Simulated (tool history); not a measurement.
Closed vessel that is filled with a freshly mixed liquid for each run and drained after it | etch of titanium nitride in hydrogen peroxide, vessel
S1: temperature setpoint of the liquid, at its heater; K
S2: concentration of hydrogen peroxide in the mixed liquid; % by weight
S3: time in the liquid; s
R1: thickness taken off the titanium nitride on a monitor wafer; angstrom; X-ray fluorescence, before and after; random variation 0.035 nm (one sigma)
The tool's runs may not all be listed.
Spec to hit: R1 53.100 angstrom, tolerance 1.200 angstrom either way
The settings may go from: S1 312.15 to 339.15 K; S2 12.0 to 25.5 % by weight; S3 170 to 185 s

run,hour,S1,S2,S3,R1
1,0.0,328.15,17.5,170,87.248
2,7.7,323.65,17.5,170,63.619
3,15.4,322.65,17.5,170,58.639
4,22.2,316.15,17.5,170,36.544
5,26.0,319.65,17.5,170,47.337
6,35.3,319.65,14.0,170,45.170
7,42.1,320.15,14.0,170,47.572
8,46.9,320.65,14.0,170,49.088
9,52.1,321.15,14.0,170,51.537

4 next moves are on the table. One of them brings every result within its allowed miss. Which?
A,57.3,322.65,13.5,170,?
B,57.3,320.65,14.5,175,?
C,57.3,321.65,14.5,170,?
D,57.3,321.15,13.5,170,?

move,R1
A,56.304
B,50.852
C,53.147
D,50.480
A: pushes the last run's worst result past its target
B: the biggest miss grows against the last run
C: every result within its allowed miss
D: the biggest miss grows against the last run
Go with C: it meets all targets.
